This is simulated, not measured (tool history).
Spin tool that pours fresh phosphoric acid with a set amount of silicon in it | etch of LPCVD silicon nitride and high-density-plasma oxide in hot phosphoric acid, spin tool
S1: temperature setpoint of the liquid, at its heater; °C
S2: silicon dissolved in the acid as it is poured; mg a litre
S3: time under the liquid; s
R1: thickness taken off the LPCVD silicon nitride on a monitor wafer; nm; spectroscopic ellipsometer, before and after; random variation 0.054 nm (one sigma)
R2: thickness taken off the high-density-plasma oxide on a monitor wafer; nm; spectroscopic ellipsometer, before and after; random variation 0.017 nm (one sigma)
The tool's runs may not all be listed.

run	day	S1	S2	S3	R1	R2
1	0	161	13	180	16.967	0.59189
2	0.138	160	12	165	14.918	0.53549
3	0.229	160	12	240	21.769	0.82671
4	0.388	160	5	240	21.787	0.94348
5	0.654	158	5	240	20.193	0.77645
6	0.829	156.5	5	240	19.264	0.66047
7	0.892	156.5	4.5	210	16.783	0.59086
8	1.238	156.5	5	185	15.004	0.57193
9	1.442	156.5	5	185	14.897	0.54276
10	1.512	156.5	6	165	13.193	0.51141
11	1.771	156.5	8	155	12.416	0.41531
12	1.929	156.5	8.5	145	11.534	0.40926
13	1.979	156.5	9.5	140	11.351	0.36581
14	2.25	156.5	9.5	135	10.875	0.3774
15	2.596	156.5	10	135	10.764	0.3706
16	2.896	156.5	10.5	135	10.9	0.34088
17	3.258	156.5	10.5	135	10.825	0.34373

Forecast run 18:
18	3.3	156.5	8	125	?	?

R1: 9.9763 nm
R2: 0.34127 nm
